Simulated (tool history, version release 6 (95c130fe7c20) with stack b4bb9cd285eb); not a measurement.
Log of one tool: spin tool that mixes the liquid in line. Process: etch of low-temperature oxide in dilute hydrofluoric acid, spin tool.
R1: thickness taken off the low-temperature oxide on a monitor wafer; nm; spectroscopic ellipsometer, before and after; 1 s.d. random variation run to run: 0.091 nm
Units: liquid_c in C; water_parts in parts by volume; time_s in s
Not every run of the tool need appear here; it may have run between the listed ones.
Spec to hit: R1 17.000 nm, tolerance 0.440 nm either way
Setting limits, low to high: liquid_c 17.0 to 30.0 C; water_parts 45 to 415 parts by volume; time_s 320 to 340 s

run 1 hour=0.0 | liquid_c=22.0 water_parts=230 time_s=320 | R1=19.910
run 2 hour=4.8 | liquid_c=22.0 water_parts=310 time_s=320 | R1=13.727
run 3 hour=10.1 | liquid_c=24.0 water_parts=310 time_s=320 | R1=14.754
run 4 hour=14.4 | liquid_c=24.0 water_parts=310 time_s=320 | R1=14.754
run 5 hour=17.7 | liquid_c=24.0 water_parts=230 time_s=320 | R1=21.585
run 6 hour=21.0 | liquid_c=23.5 water_parts=230 time_s=320 | R1=21.045
run 7 hour=27.0 | liquid_c=23.0 water_parts=230 time_s=320 | R1=20.769
run 8 hour=32.6 | liquid_c=22.5 water_parts=230 time_s=320 | R1=20.268
run 9 hour=39.8 | liquid_c=22.0 water_parts=230 time_s=320 | R1=20.054

5 next moves are on the table. One of them brings every result within its allowed miss. Which?
run A hour=47.0 | liquid_c=18.5 water_parts=225 time_s=325 | R1=?
run B hour=47.0 | liquid_c=21.5 water_parts=215 time_s=340 | R1=?
run C hour=47.0 | liquid_c=24.0 water_parts=275 time_s=320 | R1=?
run D hour=47.0 | liquid_c=19.5 water_parts=255 time_s=320 | R1=?
run E hour=47.0 | liquid_c=20.5 water_parts=240 time_s=320 | R1=?

move=A R1=18.346
move=B R1=22.740
move=C R1=17.264
move=D R1=16.107
move=E R1=18.020
A: closes in on the targets versus the last run, not all within tolerance yet
B: misses by more than the last run did
C: each result inside its tolerance
D: moves the result that the last run missed by most past its target, out the other side
E: closes in on the targets versus the last run, not all within tolerance yet
C meets every target.

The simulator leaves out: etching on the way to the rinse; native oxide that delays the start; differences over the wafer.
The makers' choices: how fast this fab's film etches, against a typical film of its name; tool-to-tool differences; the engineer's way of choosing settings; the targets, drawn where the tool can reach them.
